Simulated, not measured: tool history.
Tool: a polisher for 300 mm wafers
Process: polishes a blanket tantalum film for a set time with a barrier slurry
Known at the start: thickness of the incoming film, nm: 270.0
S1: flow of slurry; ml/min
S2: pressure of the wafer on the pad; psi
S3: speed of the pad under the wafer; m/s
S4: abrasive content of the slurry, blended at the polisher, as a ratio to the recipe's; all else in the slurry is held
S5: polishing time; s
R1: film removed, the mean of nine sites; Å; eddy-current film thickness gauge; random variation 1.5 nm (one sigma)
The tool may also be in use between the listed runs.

run    day   S1   S2    S3    S4  S5      R1
  1      0  300  1.3  1.18     1  47  549.26
  2   0.35  300  1.5   1.2     1  47  611.56
  3  0.658  300  1.7  1.28     1  47   741.6
  4  0.779  235  1.7  1.28     1  47  734.18
  5  0.812  295  1.7  1.28     1  47  741.94
  6  1.162  295  1.7  1.28  0.85  47   716.7
  7  1.421  295  2.1  1.36  0.85  47  886.81

Forecast run 8:
  8  1.646  295  2.1  1.4  0.85  47   ?

Run 8 gave R1 938.62 Å.

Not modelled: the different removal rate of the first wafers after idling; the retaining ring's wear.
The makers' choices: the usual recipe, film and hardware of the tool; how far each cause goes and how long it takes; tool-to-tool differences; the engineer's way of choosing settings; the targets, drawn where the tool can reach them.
